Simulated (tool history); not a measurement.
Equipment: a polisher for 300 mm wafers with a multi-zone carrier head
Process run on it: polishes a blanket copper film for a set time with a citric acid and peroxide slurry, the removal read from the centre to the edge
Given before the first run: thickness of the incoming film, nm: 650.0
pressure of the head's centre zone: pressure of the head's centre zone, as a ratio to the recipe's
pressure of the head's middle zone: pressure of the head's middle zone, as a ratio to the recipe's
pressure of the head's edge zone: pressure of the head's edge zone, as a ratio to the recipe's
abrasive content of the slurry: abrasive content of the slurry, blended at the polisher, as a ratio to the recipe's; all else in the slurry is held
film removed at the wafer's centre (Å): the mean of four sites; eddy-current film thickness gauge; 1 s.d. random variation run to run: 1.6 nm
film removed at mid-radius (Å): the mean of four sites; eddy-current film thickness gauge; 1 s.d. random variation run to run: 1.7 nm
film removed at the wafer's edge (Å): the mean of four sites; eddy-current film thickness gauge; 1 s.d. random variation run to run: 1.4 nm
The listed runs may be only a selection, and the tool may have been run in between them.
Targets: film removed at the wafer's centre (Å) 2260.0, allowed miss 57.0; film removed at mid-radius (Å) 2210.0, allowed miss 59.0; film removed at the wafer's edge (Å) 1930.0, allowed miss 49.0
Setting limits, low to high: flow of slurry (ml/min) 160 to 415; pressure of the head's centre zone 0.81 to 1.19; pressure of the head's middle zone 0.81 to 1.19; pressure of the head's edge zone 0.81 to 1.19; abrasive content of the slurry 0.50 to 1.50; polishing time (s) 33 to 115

run  hour  flow of slurry (ml/min)  pressure of the head's centre zone  pressure of the head's middle zone  pressure of the head's edge zone  abrasive content of the slurry  polishing time (s)  film removed at the wafer's centre (Å)  film removed at mid-radius (Å)  film removed at the wafer's edge (Å)
  1   0.0                      265                                1.00                                1.00                              1.00                            1.00                  73                                  1456.3                          1486.6                                1441.7
  2   8.4                      265                                1.00                                0.96                              1.00                            1.00                  73                                  1445.4                          1438.2                                1439.8
  3  14.4                      265                                1.00                                0.96                              1.00                            1.00                  65                                  1285.2                          1268.6                                1307.4
  4  16.7                      265                                1.00                                0.96                              1.00                            1.00                  52                                  1032.4                          1012.6                                1029.2
  5  24.2                      265                                1.00                                0.96                              1.00                            1.00                  61                                  1213.9                          1190.1                                1225.2
  6  32.3                      265                                1.00                                0.96                              1.08                            1.00                  61                                  1197.6                          1202.7                                1255.5
  7  38.1                      290                                1.05                                1.01                              1.10                            1.15                  66                                  1441.7                          1404.4                                1415.6
  8  40.0                      305                                1.08                                1.06                              1.12                            1.25                  70                                  1611.6                          1588.3                                1558.3
  9  46.1                      325                                1.11                                1.10                              1.11                            1.30                  73                                  1738.7                          1746.5                                1628.8
 10  49.7                      325                                1.11                                1.10                              1.11                            1.30                  73                                  1755.5                          1728.9                                1630.8
 11  53.4                      335                                1.13                                1.13                              1.11                            1.35                  76                                  1874.2                          1881.0                                1710.6
 12  57.7                      345                                1.15                                1.14                              1.11                            1.40                  78                                  1973.5                          1944.2                                1774.3
 13  61.1                      355                                1.16                                1.15                              1.10                            1.45                  80                                  2041.4                          2065.4                                1847.5
 14  69.0                      345                                1.17                                1.15                              1.08                            1.45                  82                                  2150.1                          2091.6                                1873.1
 15  75.4                      350                                1.18                                1.16                              1.08                            1.45                  82                                  2148.2                          2093.5                                1860.8
 16  82.5                      355                                1.18                                1.16                              1.08                            1.45                  83                                  2177.2                          2125.2                                1883.8

Consider the 5 candidate settings below. Which is the only one whose results all fall within their allowed miss of target?
  A  89.6                      365                                1.16                                1.16                              1.06                            1.40                  81                                       ?                               ?                                     ?
  B  89.6                      385                                1.19                                1.19                              0.96                            1.30                  85                                       ?                               ?                                     ?
  C  89.6                      350                                1.19                                1.19                              1.00                            1.45                  82                                       ?                               ?                                     ?
  D  89.6                      335                                1.19                                1.07                              1.00                            1.45                  87                                       ?                               ?                                     ?
  E  89.6                      325                                1.19                                1.19                              1.09                            1.45                  85                                       ?                               ?                                     ?

move  film removed at the wafer's centre (Å)  film removed at mid-radius (Å)  film removed at the wafer's edge (Å)
   A                                  2098.1                          2068.2                                1821.1
   B                                  2232.0                          2190.3                                1795.9
   C                                  2188.8                          2149.6                                1800.6
   D                                  2310.4                          2075.2                                1907.7
   E                                  2252.1                          2212.9                                1937.4
A: further off than the last run
B: brings the result that was furthest off to its target, and leaves another outside
C: further off than the last run
D: brings the result that was furthest off to its target, and leaves another outside
E: each result inside its tolerance
The move that meets every target is E.
